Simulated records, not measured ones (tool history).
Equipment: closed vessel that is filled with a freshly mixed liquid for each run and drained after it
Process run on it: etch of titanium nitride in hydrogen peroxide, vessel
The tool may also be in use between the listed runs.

run	hour	temperature setpoint of the liquid (°C)	concentration of hydrogen peroxide in the mixed liquid (% by weight)	time in the liquid (s)	thickness taken off the titanium nitride on a monitor wafer (nm)
1	0	48	16	325	9.8506
2	2.4	46	16	325	8.5451
3	4.3	40	16	325	5.4226
4	10.6	36	16	325	4.0691
5	18.9	36	13.5	325	3.9034
6	24.4	36.5	13.5	325	4.082
7	33.1	37	13.5	325	4.1882

Predict the results of run 8:
8	35.2	39.5	13.5	325	?

Run 8 gave thickness taken off the titanium nitride on a monitor wafer (nm) 5.046.
